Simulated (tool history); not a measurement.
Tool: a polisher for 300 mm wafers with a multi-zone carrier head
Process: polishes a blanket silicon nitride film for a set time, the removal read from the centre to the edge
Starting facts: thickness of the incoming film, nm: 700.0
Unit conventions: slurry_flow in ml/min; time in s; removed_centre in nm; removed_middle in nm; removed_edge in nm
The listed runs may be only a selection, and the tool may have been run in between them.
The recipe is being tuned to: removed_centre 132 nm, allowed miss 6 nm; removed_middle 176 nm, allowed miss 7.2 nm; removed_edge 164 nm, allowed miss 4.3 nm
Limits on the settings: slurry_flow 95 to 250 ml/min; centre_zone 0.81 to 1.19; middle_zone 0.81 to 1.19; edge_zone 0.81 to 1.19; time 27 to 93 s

Run 1, hour 0: slurry_flow 160 ml/min, centre_zone 1, middle_zone 1, edge_zone 1, time 59 s. Result: removed_centre 157.33 nm, removed_middle 158.22 nm, removed_edge 164.62 nm.
Run 2, hour 6.4: slurry_flow 160 ml/min, centre_zone 1, middle_zone 1, edge_zone 1, time 65 s. Result: removed_centre 170.25 nm, removed_middle 173.03 nm, removed_edge 181.59 nm.
Run 3, hour 15.3: slurry_flow 160 ml/min, centre_zone 1, middle_zone 1, edge_zone 0.95, time 65 s. Result: removed_centre 169.89 nm, removed_middle 179.15 nm, removed_edge 176.51 nm.
Run 4, hour 17.6: slurry_flow 155 ml/min, centre_zone 0.98, middle_zone 1, edge_zone 0.95, time 65 s. Result: removed_centre 165.52 nm, removed_middle 174.9 nm, removed_edge 175.37 nm.
Run 5, hour 18.8: slurry_flow 140 ml/min, centre_zone 0.98, middle_zone 1, edge_zone 0.95, time 65 s. Result: removed_centre 163.09 nm, removed_middle 169.9 nm, removed_edge 172.7 nm.
Run 6, hour 21.7: slurry_flow 140 ml/min, centre_zone 0.96, middle_zone 1.01, edge_zone 0.95, time 65 s. Result: removed_centre 153.75 nm, removed_middle 171.81 nm, removed_edge 173.96 nm.
Run 7, hour 29.2: slurry_flow 135 ml/min, centre_zone 0.95, middle_zone 1.02, edge_zone 0.94, time 65 s. Result: removed_centre 155.55 nm, removed_middle 169.1 nm, removed_edge 170.78 nm.
At hour 34.6: slurry nozzle cleaned.
Run 8, hour 34.6: slurry_flow 135 ml/min, centre_zone 0.93, middle_zone 1.03, edge_zone 0.93, time 65 s. Result: removed_centre 166.85 nm, removed_middle 191.36 nm, removed_edge 179.74 nm.
Run 9, hour 38.5: slurry_flow 130 ml/min, centre_zone 0.92, middle_zone 1.03, edge_zone 0.93, time 64 s. Result: removed_centre 159.37 nm, removed_middle 185.95 nm, removed_edge 175.56 nm.
Run 10, hour 45.3: slurry_flow 100 ml/min, centre_zone 0.82, middle_zone 1.04, edge_zone 0.88, time 62 s. Result: removed_centre 128.35 nm, removed_middle 168.38 nm, removed_edge 159.37 nm.

Below are 5 possible settings for the next run. Only one of them brings all results inside the allowed miss of their targets. Which is it?
Run A, hour 52.1: slurry_flow 110 ml/min, centre_zone 0.81, middle_zone 1.14, edge_zone 0.87, time 63 s. Result: removed_centre ?, removed_middle ?, removed_edge ?.
Run B, hour 52.1: slurry_flow 95 ml/min, centre_zone 0.81, middle_zone 1.15, edge_zone 1.05, time 59 s. Result: removed_centre ?, removed_middle ?, removed_edge ?.
Run C, hour 52.1: slurry_flow 95 ml/min, centre_zone 0.81, middle_zone 1.04, edge_zone 0.95, time 65 s. Result: removed_centre ?, removed_middle ?, removed_edge ?.
Run D, hour 52.1: slurry_flow 155 ml/min, centre_zone 0.83, middle_zone 1.08, edge_zone 1, time 56 s. Result: removed_centre ?, removed_middle ?, removed_edge ?.
Run E, hour 52.1: slurry_flow 185 ml/min, centre_zone 0.85, middle_zone 1.19, edge_zone 0.81, time 56 s. Result: removed_centre ?, removed_middle ?, removed_edge ?.

move  removed_centre  removed_middle  removed_edge
   A          135.67          191.96         163.7
   B          121.36          174.02        163.06
   C          133.59          175.97        171.42
   D          134.49          175.44        163.78
   E          142.59          196.48        151.74
A: the worst result of the last run now meets its target, but another is out of spec
B: the worst result of the last run now meets its target, but another is out of spec
C: moves the result that the last run missed by most past its target, out the other side
D: all results in spec
E: moves away from the targets compared with the last run
The move that meets every target is D.
